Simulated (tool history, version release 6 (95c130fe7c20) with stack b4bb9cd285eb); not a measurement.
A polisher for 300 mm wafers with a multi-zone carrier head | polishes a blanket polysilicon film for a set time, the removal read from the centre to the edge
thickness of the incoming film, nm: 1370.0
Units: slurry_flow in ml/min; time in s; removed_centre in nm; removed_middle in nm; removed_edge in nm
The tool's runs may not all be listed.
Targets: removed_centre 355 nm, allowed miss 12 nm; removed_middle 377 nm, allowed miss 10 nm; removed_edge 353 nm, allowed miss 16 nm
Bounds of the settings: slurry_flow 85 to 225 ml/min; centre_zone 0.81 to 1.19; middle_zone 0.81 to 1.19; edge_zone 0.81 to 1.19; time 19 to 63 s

run,hour,slurry_flow,centre_zone,middle_zone,edge_zone,time,removed_centre,removed_middle,removed_edge
1,0,145,1,1,1,41,325.03,319.95,319.39
2,8.9,145,1,0.94,1,41,322.57,306.2,330.24
3,14.8,145,0.96,0.94,1,41,313.38,311.68,326.74
4,16.4,145,0.96,0.94,1.06,41,317.83,311.69,325.05
5,20.5,145,0.96,0.94,1.01,41,317.27,307.11,323.74
6,25.2,145,0.96,0.94,0.94,41,316.94,304.61,318.76
7,32.9,150,0.96,0.95,0.95,41,316.13,309.95,308.64
8,41.8,150,0.96,0.96,0.97,41,320.36,315.37,319.54
9,44.5,155,0.95,0.96,0.98,41,313.27,316.15,318.47
10,49.3,160,0.96,0.97,0.99,41,325.21,318.85,324.15
11,53.7,165,0.95,0.98,1,41,316.26,322.29,324.61
12,54.7,205,1.01,1.08,1.05,43,378.39,372.39,358.78

Which of these 4 next moves meets every target?
A,55.7,180,0.9,0.87,1.16,47,?,?,?
B,55.7,185,0.97,0.95,1.17,44,?,?,?
C,55.7,225,1.04,1.09,1.02,43,?,?,?
D,55.7,225,0.97,1.11,1.04,42,?,?,?

move,removed_centre,removed_middle,removed_edge
A,360.53,354.29,396.32
B,363.93,349.44,373.46
C,392.13,380.13,349.9
D,358.8,375.43,344.61
A: brings the result that was furthest off to its target, and leaves another outside
B: brings the result that was furthest off to its target, and leaves another outside
C: further off than the last run
D: meets every target
Answer: D
